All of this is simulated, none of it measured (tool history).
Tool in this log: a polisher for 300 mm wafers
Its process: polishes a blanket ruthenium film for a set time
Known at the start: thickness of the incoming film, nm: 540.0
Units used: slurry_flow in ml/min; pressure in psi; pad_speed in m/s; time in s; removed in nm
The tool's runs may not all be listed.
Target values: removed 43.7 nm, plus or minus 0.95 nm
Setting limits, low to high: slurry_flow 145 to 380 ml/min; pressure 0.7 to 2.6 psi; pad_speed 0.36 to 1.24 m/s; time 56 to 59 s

{"run": 1, "day": 0.0, "slurry_flow": 245, "pressure": 1.6, "pad_speed": 0.8, "time": 56, "removed": 52.931}
{"run": 2, "day": 0.183, "slurry_flow": 240, "pressure": 1.5, "pad_speed": 0.8, "time": 56, "removed": 49.903}
{"run": 3, "day": 0.379, "slurry_flow": 235, "pressure": 1.5, "pad_speed": 0.8, "time": 56, "removed": 49.765}
{"run": 4, "day": 0.475, "slurry_flow": 235, "pressure": 1.9, "pad_speed": 0.8, "time": 56, "removed": 62.056}
{"run": 5, "day": 0.55, "slurry_flow": 230, "pressure": 1.8, "pad_speed": 0.8, "time": 56, "removed": 58.583}
{"day": 0.792, "done": "head pressure recalibrated"}
{"run": 6, "day": 0.792, "slurry_flow": 260, "pressure": 1.8, "pad_speed": 0.8, "time": 56, "removed": 53.957}
{"run": 7, "day": 0.892, "slurry_flow": 275, "pressure": 1.8, "pad_speed": 0.8, "time": 56, "removed": 53.837}
{"run": 8, "day": 1.217, "slurry_flow": 295, "pressure": 1.8, "pad_speed": 0.8, "time": 56, "removed": 53.946}
{"run": 9, "day": 1.583, "slurry_flow": 310, "pressure": 1.7, "pad_speed": 0.8, "time": 56, "removed": 51.345}

Pick the move, out of 5, that brings all results within their allowed miss; only one does.
{"run": "A", "day": 1.95, "slurry_flow": 335, "pressure": 2, "pad_speed": 0.64, "time": 56, "removed": "?"}
{"run": "B", "day": 1.95, "slurry_flow": 295, "pressure": 1.3, "pad_speed": 0.88, "time": 59, "removed": "?"}
{"run": "C", "day": 1.95, "slurry_flow": 325, "pressure": 1.6, "pad_speed": 0.72, "time": 56, "removed": "?"}
{"run": "D", "day": 1.95, "slurry_flow": 300, "pressure": 1.7, "pad_speed": 0.72, "time": 56, "removed": "?"}
{"run": "E", "day": 1.95, "slurry_flow": 225, "pressure": 1.8, "pad_speed": 0.86, "time": 59, "removed": "?"}

move=A removed=49.024
move=B removed=45.807
move=C removed=44.099
move=D removed=46.465
move=E removed=59.8
A: moves toward the targets from the last run without getting all of them in spec
B: moves toward the targets from the last run without getting all of them in spec
C: all results in spec
D: moves toward the targets from the last run without getting all of them in spec
E: moves away from the targets compared with the last run
So the answer is move C, the one that meets all the targets.

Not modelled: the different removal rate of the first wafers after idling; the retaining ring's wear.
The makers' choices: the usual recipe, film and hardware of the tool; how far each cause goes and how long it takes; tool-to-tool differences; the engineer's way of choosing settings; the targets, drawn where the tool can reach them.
